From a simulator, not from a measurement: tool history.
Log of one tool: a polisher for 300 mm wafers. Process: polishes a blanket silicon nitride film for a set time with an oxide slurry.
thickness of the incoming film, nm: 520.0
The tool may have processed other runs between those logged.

| run | hour | flow of slurry (ml/min) | pressure of the wafer on the pad (kPa) | speed of the pad under the wafer (m/s) | abrasive content of the slurry | polishing time (s) | film removed (nm) |
|---|---|---|---|---|---|---|---|
| 1 | 0.0 | 295 | 31.7 | 1.26 | 1.0 | 74 | 62.362 |
| 2 | 4.5 | 295 | 31.7 | 1.14 | 1.0 | 74 | 58.227 |
| 3 | 7.5 | 365 | 31.7 | 1.14 | 1.0 | 74 | 58.925 |
| 4 | 12.6 | 365 | 31.7 | 1.14 | 1.1 | 74 | 61.296 |
| 5 | 15.1 | 365 | 31.7 | 1.28 | 1.1 | 74 | 63.975 |
| 6 | 24.1 | 365 | 31.7 | 1.28 | 1.1 | 74 | 63.542 |
| 7 | 32.7 | 365 | 28.3 | 1.26 | 1.1 | 74 | 58.504 |
| 8 | 41.4 | 365 | 28.3 | 1.26 | 1.1 | 74 | 57.328 |
| 9 | 42.4 | 365 | 25.5 | 1.24 | 1.1 | 74 | 51.080 |
| 10 | 47.1 | 365 | 24.1 | 1.24 | 1.1 | 74 | 48.769 |

Expected results for the next run?
| 11 | 51.2 | 365 | 22.8 | 1.24 | 1.1 | 74 | ? |

{"run 11": {"film removed (nm)": 45.921}}
